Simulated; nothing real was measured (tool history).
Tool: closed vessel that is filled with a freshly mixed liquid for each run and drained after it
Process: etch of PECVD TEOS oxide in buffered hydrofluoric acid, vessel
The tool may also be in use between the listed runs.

| run | hour | temperature setpoint of the liquid (°C) | parts of 40 % ammonium fluoride to one part of 49 % hydrofluoric acid (parts by volume) | time in the liquid (s) | thickness taken off the PECVD TEOS oxide on a monitor wafer (nm) |
|---|---|---|---|---|---|
| 1 | 0.0 | 21.0 | 12.5 | 30 | 53.412 |
| 2 | 4.7 | 22.5 | 12.5 | 30 | 58.344 |
| 3 | 6.3 | 22.5 | 12.5 | 30 | 58.165 |
| 4 | 12.8 | 22.5 | 16.0 | 30 | 45.495 |
| 5 | 17.3 | 22.5 | 16.0 | 30 | 45.959 |
| 6 | 19.1 | 22.5 | 16.0 | 30 | 45.472 |
| 7 | 24.6 | 23.5 | 16.0 | 30 | 48.762 |
| 8 | 29.6 | 24.0 | 16.0 | 30 | 49.716 |
| 9 | 31.7 | 24.5 | 16.0 | 30 | 50.820 |

Run 10 comes next. What will it give?
| 10 | 37.2 | 25.0 | 16.0 | 30 | ? |

thickness taken off the PECVD TEOS oxide on a monitor wafer (nm): 52.455
